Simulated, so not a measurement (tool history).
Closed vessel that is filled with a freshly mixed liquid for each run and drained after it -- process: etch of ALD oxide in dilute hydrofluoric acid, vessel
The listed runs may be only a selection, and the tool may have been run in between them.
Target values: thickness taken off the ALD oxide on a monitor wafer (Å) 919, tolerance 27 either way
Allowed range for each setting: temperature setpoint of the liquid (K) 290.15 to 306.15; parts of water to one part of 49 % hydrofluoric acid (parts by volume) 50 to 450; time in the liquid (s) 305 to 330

run  hour  temperature setpoint of the liquid (K)  parts of water to one part of 49 % hydrofluoric acid (parts by volume)  time in the liquid (s)  thickness taken off the ALD oxide on a monitor wafer (Å)
  1     0                                  298.15                                                                     250                     305                                                     332.3
  2   1.9                                  299.15                                                                     235                     305                                                    370.16
  3   8.8                                  299.65                                                                     220                     305                                                    409.54
  4  16.8                                  299.65                                                                     220                     305                                                    410.62
  5  21.3                                  303.15                                                                     220                     305                                                    463.71
  6  23.6                                  303.15                                                                     290                     305                                                    322.37
  7  32.6                                  303.65                                                                     270                     305                                                     361.2
  8  40.7                                  306.15                                                                     170                     305                                                    702.44
  9  49.2                                  306.15                                                                     165                     305                                                    731.47
 10  51.9                                  306.15                                                                     160                     305                                                    761.77
 11  56.3                                  306.15                                                                     115                     305                                                    1126.6
 12  64.8                                  305.65                                                                     115                     305                                                    1115.9
 13  68.7                                  305.15                                                                     115                     305                                                    1092.6
 14  70.9                                  304.65                                                                     115                     305                                                    1068.9
 15  72.4                                  304.65                                                                     115                     305                                                    1077.6

Next run, 4 choices. One meets every target within its allowed miss, the rest don't. Which?
  A  73.9                                  306.15                                                                     155                     330                                                         ?
  B  73.9                                  305.65                                                                     145                     305                                                         ?
  C  73.9                                  306.15                                                                     140                     310                                                         ?
  D  73.9                                  304.15                                                                     125                     330                                                         ?

move  thickness taken off the ALD oxide on a monitor wafer (Å)
   A                                                    857.36
   B                                                    844.06
   C                                                    910.68
   D                                                    1032.4
A: takes the result that was furthest off past its target
B: takes the result that was furthest off past its target
C: in spec on every target
D: better than the last run, though not everything is in spec
The right move is C.
